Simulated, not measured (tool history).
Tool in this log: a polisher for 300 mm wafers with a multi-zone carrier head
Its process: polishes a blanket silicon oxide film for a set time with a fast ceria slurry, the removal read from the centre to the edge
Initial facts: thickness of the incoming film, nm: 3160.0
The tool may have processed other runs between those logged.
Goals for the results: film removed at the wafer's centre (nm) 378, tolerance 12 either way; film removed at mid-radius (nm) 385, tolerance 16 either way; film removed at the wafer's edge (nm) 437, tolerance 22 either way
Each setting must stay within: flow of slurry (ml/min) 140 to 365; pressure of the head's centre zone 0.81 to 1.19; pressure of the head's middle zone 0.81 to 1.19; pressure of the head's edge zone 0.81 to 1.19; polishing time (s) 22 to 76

run    day  flow of slurry (ml/min)  pressure of the head's centre zone  pressure of the head's middle zone  pressure of the head's edge zone  polishing time (s)  film removed at the wafer's centre (nm)  film removed at mid-radius (nm)  film removed at the wafer's edge (nm)
  1      0                      235                                   1                                   1                                 1                  49                                   471.41                           476.27                                 464.51
  2  0.029                      230                                0.97                                0.97                                 1                  48                                   442.81                           451.03                                 463.32
  3  0.288                      280                                0.97                                0.97                                 1                  48                                   459.43                           472.12                                 469.79
  4  0.517                      280                                0.89                                0.97                                 1                  48                                   419.26                           465.75                                 470.19
  5  0.821                      270                                0.89                                0.95                              0.99                  48                                   408.55                           459.66                                 472.96
  6  1.058                      270                                0.89                                1.02                              0.99                  48                                   421.97                           477.95                                 469.44
     1.104  -- slurry nozzle cleaned
  7  1.104                      260                                 0.9                                0.98                              0.99                  47                                   426.11                           469.43                                 459.64
  8  1.238                      300                                0.87                                0.88                              1.09                  38                                    341.6                           355.12                                 401.28
  9  1.292                      300                                0.88                                0.88                               1.1                  39                                   355.65                            369.1                                 417.78
 10  1.346                      305                                0.89                                0.88                              1.11                  39                                   362.13                           359.83                                 420.91
 11  1.596                      305                                0.89                                0.89                              1.11                  39                                    359.3                           378.01                                 423.61

Which one of the following 5 next-run settings gets every result inside its allowed miss? There is exactly one.
  A  1.846                      305                                0.85                                0.88                              1.16                  38                                        ?                                ?                                      ?
  B  1.846                      290                                0.81                                0.83                              1.13                  39                                        ?                                ?                                      ?
  C  1.846                      300                                0.87                                0.87                              1.19                  39                                        ?                                ?                                      ?
  D  1.846                      245                                0.81                                0.91                              1.12                  40                                        ?                                ?                                      ?
  E  1.846                      275                                0.91                                 0.9                              1.14                  41                                        ?                                ?                                      ?

move  film removed at the wafer's centre (nm)  film removed at mid-radius (nm)  film removed at the wafer's edge (nm)
   A                                   332.26                           355.84                                 420.14
   B                                   322.82                           346.32                                 424.75
   C                                   348.43                           361.11                                 435.72
   D                                   324.09                           375.66                                 426.97
   E                                   379.41                           386.72                                 445.87
A: the biggest miss grows against the last run
B: the biggest miss grows against the last run
C: the biggest miss grows against the last run
D: the biggest miss grows against the last run
E: meets every target
Correct choice: E, which meets every target

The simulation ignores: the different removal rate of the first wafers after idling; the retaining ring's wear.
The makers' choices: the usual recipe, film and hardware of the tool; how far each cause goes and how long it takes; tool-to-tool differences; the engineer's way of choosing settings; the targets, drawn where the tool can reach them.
